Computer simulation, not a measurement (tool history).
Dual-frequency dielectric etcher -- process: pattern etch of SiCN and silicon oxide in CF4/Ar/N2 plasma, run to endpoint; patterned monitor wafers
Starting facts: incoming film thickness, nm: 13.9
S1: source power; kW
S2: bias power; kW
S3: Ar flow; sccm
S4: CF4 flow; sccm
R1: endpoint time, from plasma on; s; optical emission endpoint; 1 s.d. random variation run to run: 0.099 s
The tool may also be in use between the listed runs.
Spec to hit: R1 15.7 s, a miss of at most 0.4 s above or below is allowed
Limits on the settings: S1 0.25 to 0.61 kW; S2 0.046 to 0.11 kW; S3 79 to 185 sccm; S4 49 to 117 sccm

run 1 day=0 | S1=0.43 S2=0.078 S3=132 S4=83 | R1=17.485
run 2 day=0.158 | S1=0.43 S2=0.078 S3=132 S4=73 | R1=17.985
run 3 day=0.404 | S1=0.44 S2=0.078 S3=132 S4=73 | R1=17.692
run 4 day=0.746 | S1=0.44 S2=0.078 S3=156 S4=73 | R1=18.286
run 5 day=1.088 | S1=0.36 S2=0.078 S3=156 S4=73 | R1=20.446
run 6 day=1.262 | S1=0.36 S2=0.069 S3=156 S4=73 | R1=21.303
run 7 day=1.458 | S1=0.39 S2=0.07 S3=155 S4=73 | R1=20.143
run 8 day=1.567 | S1=0.42 S2=0.071 S3=154 S4=73 | R1=19.269
run 9 day=1.8 | S1=0.44 S2=0.072 S3=154 S4=73 | R1=18.828
run 10 day=2.167 | S1=0.46 S2=0.073 S3=154 S4=73 | R1=18.302
run 11 day=2.233 | S1=0.46 S2=0.073 S3=154 S4=73 | R1=18.308
-- day=2.258 bias power generator calibrated
run 12 day=2.258 | S1=0.48 S2=0.074 S3=154 S4=73 | R1=17.449
run 13 day=2.3 | S1=0.49 S2=0.074 S3=154 S4=73 | R1=17.288

Below are 5 possible settings for the next run. Only one of them brings all results inside the allowed miss of their targets. Which is it?
run A day=2.342 | S1=0.43 S2=0.072 S3=165 S4=70 | R1=?
run B day=2.342 | S1=0.44 S2=0.073 S3=185 S4=77 | R1=?
run C day=2.342 | S1=0.43 S2=0.06 S3=95 S4=72 | R1=?
run D day=2.342 | S1=0.51 S2=0.09 S3=157 S4=75 | R1=?
run E day=2.342 | S1=0.33 S2=0.085 S3=129 S4=57 | R1=?

move=A R1=19.081
move=B R1=18.895
move=C R1=17.908
move=D R1=15.681
move=E R1=20.394
A: lands further from the targets than the last run did
B: lands further from the targets than the last run did
C: lands further from the targets than the last run did
D: all results in spec
E: lands further from the targets than the last run did
So the answer is move D, the one that meets all the targets.
